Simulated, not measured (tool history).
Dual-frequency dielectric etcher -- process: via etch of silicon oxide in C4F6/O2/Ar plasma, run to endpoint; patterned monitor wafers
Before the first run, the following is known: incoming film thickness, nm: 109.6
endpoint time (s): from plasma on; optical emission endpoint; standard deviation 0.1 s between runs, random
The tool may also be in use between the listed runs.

| run | hour | bias power (kW) | source power (kW) | Ar flow (sccm) | endpoint time (s) |
|---|---|---|---|---|---|
| 1 | 0.0 | 0.632 | 0.450 | 318 | 21.581 |
| 2 | 2.0 | 0.583 | 0.420 | 325 | 23.253 |
| 3 | 7.2 | 0.631 | 0.420 | 325 | 22.259 |
| 4 | 13.0 | 0.724 | 0.420 | 325 | 21.045 |
| 5 | 19.8 | 0.661 | 0.400 | 329 | 22.288 |
| 6 | 28.4 | 0.727 | 0.400 | 329 | 21.390 |
| 7 | 31.0 | 0.664 | 0.380 | 333 | 22.633 |

Forecast run 8:
| 8 | 38.0 | 0.612 | 0.360 | 336 | ? |

endpoint time (s): 24.189

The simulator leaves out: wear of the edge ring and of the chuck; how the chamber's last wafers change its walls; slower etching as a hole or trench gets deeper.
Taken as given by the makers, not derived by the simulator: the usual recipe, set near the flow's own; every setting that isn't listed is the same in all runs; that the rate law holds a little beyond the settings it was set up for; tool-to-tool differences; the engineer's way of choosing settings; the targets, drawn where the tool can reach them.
